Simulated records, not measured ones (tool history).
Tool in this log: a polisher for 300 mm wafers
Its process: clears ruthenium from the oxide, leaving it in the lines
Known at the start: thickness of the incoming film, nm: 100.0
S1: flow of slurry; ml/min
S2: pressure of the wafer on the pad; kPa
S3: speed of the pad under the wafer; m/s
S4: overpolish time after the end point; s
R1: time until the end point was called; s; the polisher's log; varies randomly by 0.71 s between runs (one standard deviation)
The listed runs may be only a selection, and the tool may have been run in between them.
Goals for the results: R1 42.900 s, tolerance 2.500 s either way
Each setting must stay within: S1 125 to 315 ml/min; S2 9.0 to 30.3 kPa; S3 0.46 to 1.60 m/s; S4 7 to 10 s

run 1 hour=0.0 | S1=205 S2=19.3 S3=1.02 S4=10 | R1=60.823
run 2 hour=0.9 | S1=205 S2=21.4 S3=1.04 S4=10 | R1=54.814
run 3 hour=5.4 | S1=235 S2=21.4 S3=1.04 S4=10 | R1=53.932
run 4 hour=13.0 | S1=235 S2=22.8 S3=1.04 S4=10 | R1=50.707
run 5 hour=16.5 | S1=255 S2=22.8 S3=1.04 S4=10 | R1=51.035
run 6 hour=23.5 | S1=255 S2=23.4 S3=1.04 S4=10 | R1=49.576
run 7 hour=27.9 | S1=255 S2=23.4 S3=1.04 S4=10 | R1=50.281
run 8 hour=36.6 | S1=255 S2=24.1 S3=1.04 S4=10 | R1=48.966
run 9 hour=43.7 | S1=255 S2=24.8 S3=1.04 S4=10 | R1=45.962

5 candidate next runs follow, results not yet known. Just one meets every target within its allowed miss. Identify it.
run A hour=50.8 | S1=250 S2=27.6 S3=1.12 S4=7 | R1=?
run B hour=50.8 | S1=245 S2=21.4 S3=1.10 S4=9 | R1=?
run C hour=50.8 | S1=205 S2=29.6 S3=1.08 S4=7 | R1=?
run D hour=50.8 | S1=295 S2=22.8 S3=1.02 S4=10 | R1=?
run E hour=50.8 | S1=255 S2=25.5 S3=1.08 S4=10 | R1=?

move=A R1=39.273
move=B R1=51.361
move=C R1=38.744
move=D R1=51.089
move=E R1=43.822
A: moves the result that the last run missed by most past its target, out the other side
B: further off than the last run
C: moves the result that the last run missed by most past its target, out the other side
D: further off than the last run
E: in spec on every target
The move that meets every target is E.

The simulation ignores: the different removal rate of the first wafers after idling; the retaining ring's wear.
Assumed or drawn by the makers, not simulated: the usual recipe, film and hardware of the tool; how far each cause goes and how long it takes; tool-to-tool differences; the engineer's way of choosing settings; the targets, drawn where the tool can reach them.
